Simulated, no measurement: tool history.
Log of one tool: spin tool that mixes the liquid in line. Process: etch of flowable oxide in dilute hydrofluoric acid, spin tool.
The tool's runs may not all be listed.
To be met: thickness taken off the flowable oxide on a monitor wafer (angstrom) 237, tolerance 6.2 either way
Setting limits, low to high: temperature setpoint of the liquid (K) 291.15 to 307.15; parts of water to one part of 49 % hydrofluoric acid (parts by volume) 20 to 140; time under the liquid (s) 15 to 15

run,hour,temperature setpoint of the liquid (K),parts of water to one part of 49 % hydrofluoric acid (parts by volume),time under the liquid (s),thickness taken off the flowable oxide on a monitor wafer (angstrom)
1,0,299.15,75,15,143.66
2,6.4,301.65,70,15,170.18
3,8.2,301.65,55,15,222.09
4,15.4,301.65,30,15,421.05
5,17.8,299.15,30,15,382.35
6,19.5,296.15,30,15,335.74
7,21.2,294.65,35,15,270.12
8,23.1,293.65,35,15,258.05
9,31.1,293.15,35,15,254.23
10,40,292.65,35,15,247.51

Exactly one of the 4 candidate moves below puts every result within its allowed miss. Which one?
A,48.9,295.15,40,15,?
B,48.9,293.65,35,15,?
C,48.9,296.65,40,15,?
D,48.9,293.15,35,15,?

move,thickness taken off the flowable oxide on a monitor wafer (angstrom)
A,240.87
B,260.09
C,256.37
D,254.62
A: each result inside its tolerance
B: its largest miss is bigger than the last run's
C: its largest miss is bigger than the last run's
D: its largest miss is bigger than the last run's
The right move is A.
